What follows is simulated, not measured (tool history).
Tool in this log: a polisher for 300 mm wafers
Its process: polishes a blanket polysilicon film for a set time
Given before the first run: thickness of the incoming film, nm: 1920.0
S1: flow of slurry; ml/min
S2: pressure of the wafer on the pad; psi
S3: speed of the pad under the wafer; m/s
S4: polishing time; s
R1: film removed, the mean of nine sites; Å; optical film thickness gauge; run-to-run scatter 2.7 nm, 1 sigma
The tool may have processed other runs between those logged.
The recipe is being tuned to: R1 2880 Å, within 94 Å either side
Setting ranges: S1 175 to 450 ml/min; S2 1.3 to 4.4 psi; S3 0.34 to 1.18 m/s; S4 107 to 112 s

run,day,S1,S2,S3,S4,R1
1,0,290,2.8,0.76,107,5068.9
2,0.192,230,2.8,0.76,107,4944.8
3,0.546,230,2.8,0.92,107,5622.3
4,0.758,230,2.5,0.92,107,5133.4
5,0.938,230,2.5,0.74,107,4406.5
6,1.246,230,2.2,0.72,107,3873.8
7,1.296,230,2,0.72,107,3542.7
# day 1.633: worn pad replaced by a new one
8,1.633,230,1.9,0.72,107,3729
9,1.662,225,1.7,0.7,107,3328.7
10,1.862,220,1.6,0.7,107,3103.8
11,2.042,215,1.6,0.7,107,3093.8
12,2.333,210,1.6,0.7,107,3119.2
13,2.558,210,1.6,0.7,107,3129.1

Which one of the following 5 next-run settings gets every result inside its allowed miss? There is exactly one.
A,2.783,220,1.4,0.74,107,?
B,2.783,245,1.5,0.58,107,?
C,2.783,240,1.7,0.72,112,?
D,2.783,255,1.3,0.72,107,?
E,2.783,220,1.9,0.66,109,?

move,R1
A,2916.7
B,2683.9
C,3561
D,2732.9
E,3581
A: in spec on every target
B: takes the result that was furthest off past its target
C: the biggest miss grows against the last run
D: takes the result that was furthest off past its target
E: the biggest miss grows against the last run
A is the move that brings every result within its allowed miss.
